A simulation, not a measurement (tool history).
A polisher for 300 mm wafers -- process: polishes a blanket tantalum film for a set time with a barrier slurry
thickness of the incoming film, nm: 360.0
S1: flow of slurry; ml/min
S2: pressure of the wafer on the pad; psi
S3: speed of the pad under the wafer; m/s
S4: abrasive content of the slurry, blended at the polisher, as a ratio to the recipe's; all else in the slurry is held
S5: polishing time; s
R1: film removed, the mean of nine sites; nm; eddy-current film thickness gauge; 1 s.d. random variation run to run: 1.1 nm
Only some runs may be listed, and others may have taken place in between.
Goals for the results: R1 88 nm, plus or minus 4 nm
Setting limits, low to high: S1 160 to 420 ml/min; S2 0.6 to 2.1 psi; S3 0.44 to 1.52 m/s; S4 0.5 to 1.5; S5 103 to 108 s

run,hour,S1,S2,S3,S4,S5,R1
1,0,270,1.3,0.98,1,103,112.51
2,7.8,270,1.3,0.98,1,108,114.77
3,10.5,270,1.3,0.98,0.85,108,109.22
4,18.7,270,1.3,0.98,1.05,108,115.87
5,23.5,270,1.2,0.98,1.05,108,110.86
6,25.4,270,1.5,0.98,1.05,108,131.86
7,29.1,270,1.3,0.96,1.05,108,114.37
8,32.7,270,1.2,0.96,1.05,108,107.72
# hour 35.6: slurry blender recalibrated
9,35.6,270,0.9,0.94,1.05,108,94.464

Next run, 5 choices. One meets every target within its allowed miss, the rest don't. Which?
A,38.5,285,1.3,0.64,1.35,108,?
B,38.5,280,1.3,0.72,1.2,103,?
C,38.5,315,1,1.02,0.9,108,?
D,38.5,285,1,0.86,1,103,?
E,38.5,210,1,1.02,0.95,106,?

move,R1
A,100.51
B,100.06
C,103.72
D,90.028
E,100.22
A: its largest miss is bigger than the last run's
B: its largest miss is bigger than the last run's
C: its largest miss is bigger than the last run's
D: hits every target within its allowed miss
E: its largest miss is bigger than the last run's
D meets every target.

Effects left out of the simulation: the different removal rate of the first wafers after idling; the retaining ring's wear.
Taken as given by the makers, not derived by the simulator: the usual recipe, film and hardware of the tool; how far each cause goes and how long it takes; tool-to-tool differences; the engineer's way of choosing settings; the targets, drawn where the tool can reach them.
